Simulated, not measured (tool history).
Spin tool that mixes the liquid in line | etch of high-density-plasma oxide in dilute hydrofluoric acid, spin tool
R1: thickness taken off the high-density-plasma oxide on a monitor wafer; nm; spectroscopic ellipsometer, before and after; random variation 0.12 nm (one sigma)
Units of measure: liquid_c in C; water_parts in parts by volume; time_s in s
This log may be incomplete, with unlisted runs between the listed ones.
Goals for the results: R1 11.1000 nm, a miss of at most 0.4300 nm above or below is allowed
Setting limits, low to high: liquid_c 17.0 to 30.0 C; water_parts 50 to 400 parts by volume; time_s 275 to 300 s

run 1 hour=0.0 | liquid_c=22.0 water_parts=225 time_s=275 | R1=4.6354
run 2 hour=4.3 | liquid_c=22.0 water_parts=225 time_s=275 | R1=4.5719
run 3 hour=9.4 | liquid_c=24.0 water_parts=190 time_s=275 | R1=6.1385
run 4 hour=17.0 | liquid_c=24.0 water_parts=190 time_s=300 | R1=6.6786
-- hour=24.8 hydrofluoric acid flow meter replaced
run 5 hour=24.8 | liquid_c=24.0 water_parts=190 time_s=300 | R1=7.6912
run 6 hour=27.0 | liquid_c=26.5 water_parts=190 time_s=300 | R1=8.4288
run 7 hour=30.2 | liquid_c=27.5 water_parts=185 time_s=300 | R1=8.7691
run 8 hour=35.9 | liquid_c=28.0 water_parts=180 time_s=300 | R1=9.5445
run 9 hour=43.4 | liquid_c=28.5 water_parts=175 time_s=300 | R1=9.9696
run 10 hour=46.8 | liquid_c=29.0 water_parts=175 time_s=300 | R1=10.2550

Below are 5 possible settings for the next run. Only one of them brings all results inside the allowed miss of their targets. Which is it?
run A hour=50.2 | liquid_c=30.0 water_parts=170 time_s=300 | R1=?
run B hour=50.2 | liquid_c=29.5 water_parts=145 time_s=285 | R1=?
run C hour=50.2 | liquid_c=29.0 water_parts=180 time_s=300 | R1=?
run D hour=50.2 | liquid_c=29.5 water_parts=155 time_s=300 | R1=?
run E hour=50.2 | liquid_c=25.0 water_parts=160 time_s=295 | R1=?

move=A R1=11.1400
move=B R1=12.5870
move=C R1=10.0290
move=D R1=12.2350
move=E R1=9.8177
A: every result lands within tolerance
B: carries the result that was furthest off beyond its target, to the other side
C: misses by more than the last run did
D: carries the result that was furthest off beyond its target, to the other side
E: misses by more than the last run did
A is the move that brings every result within its allowed miss.

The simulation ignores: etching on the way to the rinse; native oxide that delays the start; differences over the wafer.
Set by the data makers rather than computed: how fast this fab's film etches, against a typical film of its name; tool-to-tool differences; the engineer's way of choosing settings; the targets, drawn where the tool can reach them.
